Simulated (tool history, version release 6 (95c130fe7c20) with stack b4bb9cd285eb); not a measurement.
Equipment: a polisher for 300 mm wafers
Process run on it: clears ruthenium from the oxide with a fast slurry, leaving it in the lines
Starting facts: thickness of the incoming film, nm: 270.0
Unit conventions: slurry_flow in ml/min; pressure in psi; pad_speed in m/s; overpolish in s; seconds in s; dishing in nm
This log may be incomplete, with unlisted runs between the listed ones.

Run 1, hour 0: slurry_flow 165 ml/min, pressure 2.3 psi, pad_speed 1.3 m/s, slurry_solids 1, overpolish 11 s. Result: seconds 58.901 s, dishing 40.449 nm.
Run 2, hour 9: slurry_flow 165 ml/min, pressure 2.3 psi, pad_speed 1.3 m/s, slurry_solids 0.9, overpolish 11 s. Result: seconds 62.52 s, dishing 38.199 nm.
Run 3, hour 9.9: slurry_flow 185 ml/min, pressure 2.3 psi, pad_speed 1.3 m/s, slurry_solids 0.9, overpolish 11 s. Result: seconds 61.977 s, dishing 38.476 nm.
Run 4, hour 14.3: slurry_flow 215 ml/min, pressure 2.3 psi, pad_speed 1.3 m/s, slurry_solids 0.9, overpolish 11 s. Result: seconds 60.665 s, dishing 39.96 nm.
Run 5, hour 22.4: slurry_flow 215 ml/min, pressure 2.3 psi, pad_speed 1.18 m/s, slurry_solids 0.9, overpolish 11 s. Result: seconds 66.492 s, dishing 36.663 nm.
Run 6, hour 24.1: slurry_flow 190 ml/min, pressure 2.3 psi, pad_speed 1.18 m/s, slurry_solids 0.9, overpolish 11 s. Result: seconds 66.007 s, dishing 36.221 nm.
Run 7, hour 29.6: slurry_flow 190 ml/min, pressure 2.3 psi, pad_speed 1.18 m/s, slurry_solids 0.9, overpolish 11 s. Result: seconds 67.325 s, dishing 36.195 nm.
Run 8, hour 31.1: slurry_flow 190 ml/min, pressure 1.9 psi, pad_speed 1.14 m/s, slurry_solids 0.9, overpolish 12 s. Result: seconds 79.982 s, dishing 33.134 nm.
At hour 34.4: slurry blender recalibrated.
Run 9, hour 34.4: slurry_flow 190 ml/min, pressure 1.6 psi, pad_speed 1.08 m/s, slurry_solids 0.9, overpolish 13 s. Result: seconds 89.089 s, dishing 32.521 nm.

What does the tool deliver on the next run?
Run 10, hour 38.1: slurry_flow 150 ml/min, pressure 1 psi, pad_speed 0.72 m/s, slurry_solids 0.9, overpolish 17 s. Result: seconds ?, dishing ?.

{"run 10": {"seconds": 181.82, "dishing": 21.177}}
